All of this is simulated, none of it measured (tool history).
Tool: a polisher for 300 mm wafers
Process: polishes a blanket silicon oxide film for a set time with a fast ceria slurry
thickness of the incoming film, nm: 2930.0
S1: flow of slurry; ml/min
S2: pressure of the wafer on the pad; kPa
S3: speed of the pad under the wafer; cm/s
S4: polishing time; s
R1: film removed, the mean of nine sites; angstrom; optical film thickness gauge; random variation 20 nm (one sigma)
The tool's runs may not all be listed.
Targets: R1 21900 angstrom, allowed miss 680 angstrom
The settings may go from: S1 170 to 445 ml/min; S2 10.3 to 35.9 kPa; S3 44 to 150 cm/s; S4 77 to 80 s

run    day   S1    S2  S3  S4     R1
  1  0.000  285  22.8  96  77  13310
  2  0.362  285  24.8  96  77  14634
  3  0.488  285  26.2  96  77  15283
  4  0.575  285  26.2  96  77  15381
  5  0.758  345  26.2  96  77  15278
  6  0.804  345  27.6  96  77  16693
  7  1.150  345  29.0  96  77  17155
  8  1.242  345  30.3  96  77  18119
  9  1.529  345  31.0  96  77  18303
     1.842  -- worn pad replaced by a new one
 10  1.842  345  31.7  96  77  20411
 11  2.171  350  33.1  96  77  20781
 12  2.471  350  33.1  96  77  21130

Which of these 5 next moves meets every target?
  A  2.771  325  33.8   88  80   ?
  B  2.771  365  29.0  106  77   ?
  C  2.771  265  29.0   98  78   ?
  D  2.771  380  33.1   90  77   ?
  E  2.771  430  34.5   96  77   ?

move     R1
   A  20462
   B  20072
   C  18433
   D  19925
   E  22105
A: further off than the last run
B: further off than the last run
C: further off than the last run
D: further off than the last run
E: meets every target
The right move is E.
